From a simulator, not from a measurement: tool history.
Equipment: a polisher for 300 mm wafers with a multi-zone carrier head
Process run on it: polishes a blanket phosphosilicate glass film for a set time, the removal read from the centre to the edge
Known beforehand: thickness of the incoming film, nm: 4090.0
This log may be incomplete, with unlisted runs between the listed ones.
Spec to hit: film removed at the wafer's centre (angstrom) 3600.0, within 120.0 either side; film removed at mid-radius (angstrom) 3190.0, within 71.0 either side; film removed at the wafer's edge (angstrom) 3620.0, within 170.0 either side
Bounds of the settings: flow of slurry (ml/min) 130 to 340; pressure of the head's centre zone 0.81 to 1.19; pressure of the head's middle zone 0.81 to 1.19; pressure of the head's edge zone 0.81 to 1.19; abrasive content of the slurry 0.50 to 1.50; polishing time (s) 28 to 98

| run | hour | flow of slurry (ml/min) | pressure of the head's centre zone | pressure of the head's middle zone | pressure of the head's edge zone | abrasive content of the slurry | polishing time (s) | film removed at the wafer's centre (angstrom) | film removed at mid-radius (angstrom) | film removed at the wafer's edge (angstrom) |
|---|---|---|---|---|---|---|---|---|---|---|
| 1 | 0.0 | 220 | 1.00 | 1.00 | 1.00 | 1.00 | 63 | 7504.0 | 7628.8 | 8048.1 |
| 2 | 0.9 | 215 | 1.00 | 0.97 | 0.97 | 0.90 | 57 | 6402.9 | 6232.6 | 6546.2 |
| 3 | 1.7 | 215 | 1.04 | 0.97 | 0.97 | 0.90 | 57 | 6518.9 | 6271.5 | 6552.2 |
| 4 | 7.4 | 205 | 1.02 | 0.94 | 0.96 | 0.80 | 54 | 5544.4 | 5328.3 | 5733.3 |
| 5 | 8.2 | 205 | 1.02 | 0.94 | 1.04 | 0.80 | 54 | 5621.3 | 5292.8 | 5959.1 |
| 6 | 14.2 | 205 | 1.02 | 0.94 | 1.10 | 0.80 | 54 | 5607.4 | 5295.0 | 6203.1 |
| 7 | 21.7 | 195 | 1.02 | 0.92 | 1.06 | 0.75 | 52 | 5151.7 | 4687.4 | 5539.7 |
| 8 | 28.5 | 190 | 1.01 | 0.90 | 1.01 | 0.70 | 51 | 4575.8 | 4228.0 | 5006.0 |
| 9 | 34.0 | 190 | 1.02 | 0.89 | 0.97 | 0.65 | 51 | 4340.5 | 3979.0 | 4457.7 |
| 10 | 39.5 | 180 | 1.02 | 0.87 | 0.95 | 0.65 | 51 | 4307.0 | 3875.2 | 4530.8 |
| 11 | 41.6 | 180 | 1.02 | 0.86 | 0.92 | 0.60 | 51 | 3973.8 | 3513.1 | 4074.9 |
| 12 | 44.4 | 165 | 0.98 | 0.83 | 0.82 | 0.65 | 51 | 4125.6 | 3671.5 | 4122.0 |
| 13 | 48.4 | 165 | 1.03 | 0.87 | 0.89 | 0.50 | 46 | 2890.4 | 2525.5 | 2834.0 |
|  | 49.5 | edge zone pressure recalibrated |
| 14 | 49.5 | 185 | 1.02 | 0.86 | 0.89 | 0.50 | 46 | 2902.0 | 2541.6 | 2710.8 |
| 15 | 58.1 | 200 | 1.02 | 0.86 | 0.94 | 0.50 | 46 | 2966.0 | 2566.0 | 2831.0 |
| 16 | 66.5 | 200 | 1.03 | 0.88 | 0.98 | 0.50 | 46 | 2933.7 | 2597.5 | 2886.9 |
| 17 | 69.6 | 260 | 1.13 | 0.98 | 1.08 | 0.75 | 46 | 5144.8 | 4570.6 | 4887.1 |
| 18 | 75.9 | 200 | 1.03 | 0.88 | 0.98 | 0.85 | 46 | 4928.3 | 4455.7 | 4938.0 |
| 19 | 79.2 | 190 | 1.02 | 0.87 | 0.95 | 0.80 | 46 | 4768.2 | 4165.7 | 4688.0 |

Which one of the following 5 next-run settings gets every result inside its allowed miss? There is exactly one.
| A | 82.5 | 275 | 1.02 | 1.07 | 0.81 | 0.85 | 32 | ? | ? | ? |
| B | 82.5 | 130 | 1.06 | 0.90 | 1.01 | 0.55 | 52 | ? | ? | ? |
| C | 82.5 | 200 | 1.00 | 0.86 | 0.87 | 0.70 | 42 | ? | ? | ? |
| D | 82.5 | 130 | 1.03 | 0.88 | 0.97 | 0.95 | 59 | ? | ? | ? |
| E | 82.5 | 130 | 0.81 | 0.92 | 1.04 | 0.50 | 83 | ? | ? | ? |

| move | film removed at the wafer's centre (angstrom) | film removed at mid-radius (angstrom) | film removed at the wafer's edge (angstrom) |
|---|---|---|---|
| A | 3624.2 | 3773.2 | 3221.6 |
| B | 3624.2 | 3202.8 | 3590.2 |
| C | 3837.6 | 3422.1 | 3646.0 |
| D | 6489.5 | 5782.0 | 6472.8 |
| E | 4019.8 | 4600.2 | 5131.8 |
A: better than the last run, though not everything is in spec
B: all results land within tolerance of their targets
C: better than the last run, though not everything is in spec
D: the biggest miss grows against the last run
E: the biggest miss grows against the last run
Answer: B
